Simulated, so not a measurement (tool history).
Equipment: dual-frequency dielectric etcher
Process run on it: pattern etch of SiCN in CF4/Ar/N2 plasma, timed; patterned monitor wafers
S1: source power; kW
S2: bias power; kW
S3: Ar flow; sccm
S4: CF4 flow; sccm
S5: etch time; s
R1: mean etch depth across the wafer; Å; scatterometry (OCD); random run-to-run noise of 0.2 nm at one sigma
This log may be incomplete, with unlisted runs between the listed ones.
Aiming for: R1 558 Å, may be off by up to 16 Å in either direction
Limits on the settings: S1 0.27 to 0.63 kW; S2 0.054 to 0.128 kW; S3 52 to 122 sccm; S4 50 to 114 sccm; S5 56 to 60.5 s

run,hour,S1,S2,S3,S4,S5,R1
1,0,0.45,0.091,87,82,60.5,477.58
2,1.6,0.45,0.08,87,82,60.5,453.5
3,2.1,0.39,0.08,87,82,60.5,398.07
4,6,0.39,0.08,87,82,56,365.18
5,13,0.44,0.081,87,82,56,413.99
6,16.8,0.48,0.082,87,82,56,451.24
7,17.5,0.51,0.083,87,82,56,479.53
8,18.2,0.51,0.083,87,82,56,480.28

Below are 4 possible settings for the next run. Only one of them brings all results inside the allowed miss of their targets. Which is it?
A,18.9,0.47,0.075,101,95,56,?
B,18.9,0.47,0.089,82,74,56,?
C,18.9,0.48,0.091,79,91,60.5,?
D,18.9,0.55,0.095,85,84,57,?

move,R1
A,432.4
B,447.26
C,519.89
D,550.91
A: the biggest miss grows against the last run
B: the biggest miss grows against the last run
C: moves toward the targets from the last run without getting all of them in spec
D: every result within its allowed miss
So the answer is move D, the one that meets all the targets.
